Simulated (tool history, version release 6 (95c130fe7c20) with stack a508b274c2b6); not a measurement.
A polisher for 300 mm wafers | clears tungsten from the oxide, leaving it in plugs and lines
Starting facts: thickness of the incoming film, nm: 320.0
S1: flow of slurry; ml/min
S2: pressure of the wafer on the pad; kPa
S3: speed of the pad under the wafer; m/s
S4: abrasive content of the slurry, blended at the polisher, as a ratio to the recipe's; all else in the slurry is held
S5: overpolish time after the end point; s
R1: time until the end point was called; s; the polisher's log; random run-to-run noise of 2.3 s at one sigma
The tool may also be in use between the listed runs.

{"run": 1, "day": 0.0, "S1": 170, "S2": 17.9, "S3": 1.4, "S4": 1, "S5": 30, "R1": 91.771}
{"run": 2, "day": 0.217, "S1": 170, "S2": 15.2, "S3": 1.4, "S4": 1, "S5": 30, "R1": 104.53}
{"run": 3, "day": 0.367, "S1": 170, "S2": 15.2, "S3": 1.4, "S4": 1.15, "S5": 30, "R1": 100.62}
{"run": 4, "day": 0.404, "S1": 170, "S2": 14.5, "S3": 1.38, "S4": 1.15, "S5": 30, "R1": 105.16}
{"run": 5, "day": 0.596, "S1": 170, "S2": 13.8, "S3": 1.38, "S4": 1.15, "S5": 30, "R1": 109.07}
{"run": 6, "day": 0.867, "S1": 170, "S2": 13.8, "S3": 1.52, "S4": 1.15, "S5": 30, "R1": 101.5}
{"run": 7, "day": 1.029, "S1": 170, "S2": 13.1, "S3": 1.5, "S4": 1.15, "S5": 30, "R1": 102.25}
{"run": 8, "day": 1.133, "S1": 170, "S2": 12.4, "S3": 1.48, "S4": 1.15, "S5": 30, "R1": 110.82}
{"run": 9, "day": 1.167, "S1": 170, "S2": 11.7, "S3": 1.48, "S4": 1.15, "S5": 30, "R1": 112.91}

Expected results for the next run?
{"run": 10, "day": 1.508, "S1": 170, "S2": 11, "S3": 1.48, "S4": 1.15, "S5": 30, "R1": "?"}

R1: 119.86 s
